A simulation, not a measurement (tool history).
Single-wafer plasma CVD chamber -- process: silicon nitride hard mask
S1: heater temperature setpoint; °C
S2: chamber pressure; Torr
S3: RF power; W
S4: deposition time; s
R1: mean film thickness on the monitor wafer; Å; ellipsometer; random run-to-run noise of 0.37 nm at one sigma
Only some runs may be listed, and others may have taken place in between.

{"run": 1, "hour": 0.0, "S1": 375, "S2": 1.49, "S3": 320, "S4": 48.3, "R1": 614.19}
{"run": 2, "hour": 4.8, "S1": 375, "S2": 1.22, "S3": 320, "S4": 48.3, "R1": 569.17}
{"run": 3, "hour": 10.9, "S1": 375, "S2": 1.42, "S3": 325, "S4": 48.3, "R1": 615.85}
{"run": 4, "hour": 15.1, "S1": 375, "S2": 1.53, "S3": 325, "S4": 48.3, "R1": 630.48}
{"run": 5, "hour": 16.5, "S1": 375, "S2": 1.53, "S3": 310, "S4": 48.3, "R1": 608.25}
{"run": 6, "hour": 22.9, "S1": 375, "S2": 1.66, "S3": 315, "S4": 48.3, "R1": 634.28}

What does the tool deliver on the next run?
{"run": 7, "hour": 31.5, "S1": 375, "S2": 1.75, "S3": 315, "S4": 48.3, "R1": "?"}

{"run 7": {"R1": 652.62}}

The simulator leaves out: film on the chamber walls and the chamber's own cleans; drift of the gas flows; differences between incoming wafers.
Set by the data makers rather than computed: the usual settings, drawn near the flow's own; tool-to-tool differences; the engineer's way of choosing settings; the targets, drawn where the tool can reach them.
